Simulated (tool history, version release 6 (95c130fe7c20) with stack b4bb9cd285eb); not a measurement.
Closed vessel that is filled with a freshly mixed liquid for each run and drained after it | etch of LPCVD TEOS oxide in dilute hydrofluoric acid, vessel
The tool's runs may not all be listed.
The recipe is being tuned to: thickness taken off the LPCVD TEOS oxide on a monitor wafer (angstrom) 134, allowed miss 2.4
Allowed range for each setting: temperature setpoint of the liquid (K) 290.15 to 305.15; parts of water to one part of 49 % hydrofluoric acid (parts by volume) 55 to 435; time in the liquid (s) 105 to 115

run  hour  temperature setpoint of the liquid (K)  parts of water to one part of 49 % hydrofluoric acid (parts by volume)  time in the liquid (s)  thickness taken off the LPCVD TEOS oxide on a monitor wafer (angstrom)
  1     0                                  297.15                                                                     245                     105                                                                  220.38
  2   1.8                                  298.65                                                                     245                     105                                                                  232.18
  3   8.5                                  301.65                                                                     245                     105                                                                  257.32
  4  12.3                                  301.65                                                                     245                     105                                                                  258.39
  5  21.6                                  304.65                                                                     245                     105                                                                  284.74
  6  26.2                                  300.15                                                                     265                     105                                                                  222.09
  7  29.2                                  297.15                                                                     275                     105                                                                  192.45
  8    32                                  295.15                                                                     285                     105                                                                  169.72
  9  33.8                                  291.15                                                                     300                     105                                                                  138.18

5 next moves are on the table. One of them brings every result within its allowed miss. Which?
  A  35.6                                  292.65                                                                     325                     115                                                                       ?
  B  35.6                                  291.15                                                                     320                     115                                                                       ?
  C  35.6                                  290.65                                                                     300                     105                                                                       ?
  D  35.6                                  290.15                                                                     315                     110                                                                       ?
  E  35.6                                  290.65                                                                     310                     105                                                                       ?

move  thickness taken off the LPCVD TEOS oxide on a monitor wafer (angstrom)
   A                                                                     144
   B                                                                  139.02
   C                                                                  135.15
   D                                                                  130.68
   E                                                                  129.69
A: further off than the last run
B: further off than the last run
C: meets every target
D: takes the result that was furthest off past its target
E: takes the result that was furthest off past its target
C meets every target.
